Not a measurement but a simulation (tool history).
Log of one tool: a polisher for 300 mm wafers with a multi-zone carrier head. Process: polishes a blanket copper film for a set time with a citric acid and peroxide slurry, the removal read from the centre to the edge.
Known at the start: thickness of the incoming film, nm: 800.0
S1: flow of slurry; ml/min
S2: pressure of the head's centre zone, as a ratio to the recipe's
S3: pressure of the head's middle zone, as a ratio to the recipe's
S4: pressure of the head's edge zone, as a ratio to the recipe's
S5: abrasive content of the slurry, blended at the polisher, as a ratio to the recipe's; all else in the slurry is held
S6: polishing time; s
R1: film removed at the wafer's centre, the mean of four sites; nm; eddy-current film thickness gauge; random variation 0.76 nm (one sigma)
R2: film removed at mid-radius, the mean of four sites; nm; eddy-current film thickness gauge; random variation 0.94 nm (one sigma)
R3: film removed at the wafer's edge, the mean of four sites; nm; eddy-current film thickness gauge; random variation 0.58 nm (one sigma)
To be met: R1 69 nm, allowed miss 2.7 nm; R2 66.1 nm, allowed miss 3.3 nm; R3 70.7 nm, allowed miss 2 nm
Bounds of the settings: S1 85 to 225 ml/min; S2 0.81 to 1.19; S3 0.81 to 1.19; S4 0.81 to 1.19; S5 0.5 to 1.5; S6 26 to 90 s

run 1 hour=0 | S1=145 S2=1 S3=1 S4=1 S5=1 S6=58 | R1=93.413 R2=92.266 R3=91.366
run 2 hour=4.2 | S1=140 S2=0.99 S3=0.97 S4=0.98 S5=0.9 S6=57 | R1=87.448 R2=87.621 R3=87.221
run 3 hour=11.5 | S1=140 S2=0.99 S3=1.02 S4=0.98 S5=0.9 S6=57 | R1=89.239 R2=91.608 R3=87.547
run 4 hour=12.7 | S1=135 S2=0.99 S3=0.99 S4=0.97 S5=0.85 S6=56 | R1=85.932 R2=83.785 R3=83.2
run 5 hour=14.7 | S1=135 S2=0.99 S3=0.99 S4=0.97 S5=0.85 S6=43 | R1=65.229 R2=65.026 R3=64.384
run 6 hour=16.3 | S1=135 S2=0.92 S3=0.99 S4=0.97 S5=0.85 S6=43 | R1=64.135 R2=66.574 R3=65.692
run 7 hour=22.9 | S1=140 S2=0.93 S3=0.98 S4=0.98 S5=0.85 S6=43 | R1=62.97 R2=66.982 R3=65.862
run 8 hour=26.2 | S1=135 S2=1.03 S3=0.88 S4=1.05 S5=1.1 S6=44 | R1=72.154 R2=65.471 R3=72.835

5 next moves are on the table. One of them brings every result within its allowed miss. Which?
run A hour=29.5 | S1=125 S2=0.98 S3=0.84 S4=1.08 S5=1 S6=47 | R1=? R2=? R3=?
run B hour=29.5 | S1=150 S2=0.97 S3=0.92 S4=1.05 S5=1.25 S6=42 | R1=? R2=? R3=?
run C hour=29.5 | S1=120 S2=1.05 S3=0.81 S4=1.1 S5=1.15 S6=47 | R1=? R2=? R3=?
run D hour=29.5 | S1=115 S2=1.13 S3=0.82 S4=1.09 S5=1.25 S6=45 | R1=? R2=? R3=?
run E hour=29.5 | S1=135 S2=1.02 S3=0.84 S4=1.08 S5=1 S6=47 | R1=? R2=? R3=?

move=A R1=69.665 R2=65.061 R3=75.264
move=B R1=67.213 R2=67.468 R3=70.724
move=C R1=73.809 R2=63.933 R3=77.071
move=D R1=74.501 R2=61.876 R3=73.827
move=E R1=73.217 R2=66.299 R3=76.281
A: brings the result that was furthest off to its target, and leaves another outside
B: meets every target
C: further off than the last run
D: further off than the last run
E: further off than the last run
Answer: B
